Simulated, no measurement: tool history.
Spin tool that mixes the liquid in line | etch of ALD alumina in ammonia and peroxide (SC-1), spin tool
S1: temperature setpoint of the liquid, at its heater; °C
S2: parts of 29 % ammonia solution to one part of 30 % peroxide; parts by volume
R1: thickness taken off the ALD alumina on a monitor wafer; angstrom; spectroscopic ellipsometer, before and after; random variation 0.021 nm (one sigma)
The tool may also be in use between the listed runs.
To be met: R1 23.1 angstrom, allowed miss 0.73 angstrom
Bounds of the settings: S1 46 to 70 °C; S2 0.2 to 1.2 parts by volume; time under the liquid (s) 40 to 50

run 1 day=0 | S1=62 S2=0.85 time_under_the_liquid_(s)=50 | R1=45.108
run 2 day=0.025 | S1=57.5 S2=0.85 time_under_the_liquid_(s)=50 | R1=35.957
run 3 day=0.267 | S1=60.5 S2=0.85 time_under_the_liquid_(s)=50 | R1=42.246
run 4 day=0.617 | S1=56.5 S2=0.85 time_under_the_liquid_(s)=50 | R1=34.052
run 5 day=0.892 | S1=54 S2=0.85 time_under_the_liquid_(s)=50 | R1=30.237
-- day=0.958 thermometer replaced
run 6 day=0.958 | S1=52 S2=0.85 time_under_the_liquid_(s)=50 | R1=28.738
run 7 day=1.175 | S1=50.5 S2=0.85 time_under_the_liquid_(s)=50 | R1=27.008
run 8 day=1.538 | S1=49.5 S2=0.85 time_under_the_liquid_(s)=50 | R1=24.925

Which of these 4 next moves meets every target?
run A day=1.9 | S1=52 S2=0.9 time_under_the_liquid_(s)=40 | R1=?
run B day=1.9 | S1=50.5 S2=0.9 time_under_the_liquid_(s)=40 | R1=?
run C day=1.9 | S1=53 S2=1.1 time_under_the_liquid_(s)=40 | R1=?
run D day=1.9 | S1=50.5 S2=0.85 time_under_the_liquid_(s)=40 | R1=?

move=A R1=23.313
move=B R1=21.484
move=C R1=25.081
move=D R1=21.367
A: meets every target
B: takes the result that was furthest off past its target
C: further off than the last run
D: takes the result that was furthest off past its target
Answer: A

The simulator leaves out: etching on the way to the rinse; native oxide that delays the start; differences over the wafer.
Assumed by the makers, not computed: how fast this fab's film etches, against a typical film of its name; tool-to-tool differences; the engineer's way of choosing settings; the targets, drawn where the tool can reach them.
